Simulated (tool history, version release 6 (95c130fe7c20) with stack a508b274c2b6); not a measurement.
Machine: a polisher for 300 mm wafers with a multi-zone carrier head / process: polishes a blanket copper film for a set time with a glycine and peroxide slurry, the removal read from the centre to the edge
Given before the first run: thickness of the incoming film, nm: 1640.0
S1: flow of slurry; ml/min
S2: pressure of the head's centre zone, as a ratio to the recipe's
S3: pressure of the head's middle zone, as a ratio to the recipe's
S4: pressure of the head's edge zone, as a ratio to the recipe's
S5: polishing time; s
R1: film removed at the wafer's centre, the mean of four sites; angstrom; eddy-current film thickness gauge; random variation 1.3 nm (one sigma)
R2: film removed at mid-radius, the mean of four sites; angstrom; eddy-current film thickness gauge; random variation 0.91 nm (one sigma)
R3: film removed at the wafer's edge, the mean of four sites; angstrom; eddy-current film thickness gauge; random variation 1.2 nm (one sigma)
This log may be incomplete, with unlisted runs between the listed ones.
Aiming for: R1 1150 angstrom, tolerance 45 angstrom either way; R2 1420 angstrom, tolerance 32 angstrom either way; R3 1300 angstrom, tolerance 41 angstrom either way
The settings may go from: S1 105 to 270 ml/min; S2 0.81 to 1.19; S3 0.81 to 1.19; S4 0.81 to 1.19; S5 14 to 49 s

{"run": 1, "hour": 0.0, "S1": 175, "S2": 1, "S3": 1, "S4": 1, "S5": 31, "R1": 1473, "R2": 1516, "R3": 1502.1}
{"run": 2, "hour": 3.7, "S1": 175, "S2": 1.05, "S3": 1, "S4": 1, "S5": 31, "R1": 1560.7, "R2": 1506.4, "R3": 1518.5}
{"run": 3, "hour": 7.1, "S1": 175, "S2": 1.09, "S3": 1, "S4": 1, "S5": 31, "R1": 1618.2, "R2": 1519.5, "R3": 1530.1}
{"run": 4, "hour": 13.7, "S1": 165, "S2": 1.02, "S3": 1.01, "S4": 0.98, "S5": 31, "R1": 1493.5, "R2": 1520.3, "R3": 1486.5}
{"run": 5, "hour": 20.8, "S1": 155, "S2": 0.97, "S3": 1.01, "S4": 0.96, "S5": 31, "R1": 1384.3, "R2": 1490.7, "R3": 1462}
{"run": 6, "hour": 22.8, "S1": 155, "S2": 1.03, "S3": 1.01, "S4": 0.96, "S5": 31, "R1": 1468.9, "R2": 1508.8, "R3": 1466.4}
{"run": 7, "hour": 30.6, "S1": 145, "S2": 0.99, "S3": 1.01, "S4": 0.93, "S5": 31, "R1": 1440.5, "R2": 1463.3, "R3": 1437.3}
{"run": 8, "hour": 34.0, "S1": 140, "S2": 0.95, "S3": 1.02, "S4": 0.92, "S5": 31, "R1": 1325, "R2": 1468.7, "R3": 1403.9}
{"run": 9, "hour": 39.9, "S1": 135, "S2": 0.93, "S3": 1.02, "S4": 0.9, "S5": 31, "R1": 1264.9, "R2": 1442.2, "R3": 1374}

Pick the move, out of 4, that brings all results within their allowed miss; only one does.
{"run": "A", "hour": 45.8, "S1": 115, "S2": 0.82, "S3": 1.12, "S4": 0.89, "S5": 30, "R1": "?", "R2": "?", "R3": "?"}
{"run": "B", "hour": 45.8, "S1": 135, "S2": 0.97, "S3": 1.08, "S4": 0.88, "S5": 31, "R1": "?", "R2": "?", "R3": "?"}
{"run": "C", "hour": 45.8, "S1": 175, "S2": 0.9, "S3": 1.1, "S4": 0.97, "S5": 27, "R1": "?", "R2": "?", "R3": "?"}
{"run": "D", "hour": 45.8, "S1": 160, "S2": 0.94, "S3": 0.99, "S4": 0.97, "S5": 31, "R1": "?", "R2": "?", "R3": "?"}

move=A R1=1040.3 R2=1454.6 R3=1319.5
move=B R1=1338 R2=1520.5 R3=1398.9
move=C R1=1149.9 R2=1421.3 R3=1325.6
move=D R1=1352.1 R2=1466.6 R3=1505.5
A: carries the result that was furthest off beyond its target, to the other side
B: moves away from the targets compared with the last run
C: every result within its allowed miss
D: moves away from the targets compared with the last run
So the answer is move C, the one that meets all the targets.

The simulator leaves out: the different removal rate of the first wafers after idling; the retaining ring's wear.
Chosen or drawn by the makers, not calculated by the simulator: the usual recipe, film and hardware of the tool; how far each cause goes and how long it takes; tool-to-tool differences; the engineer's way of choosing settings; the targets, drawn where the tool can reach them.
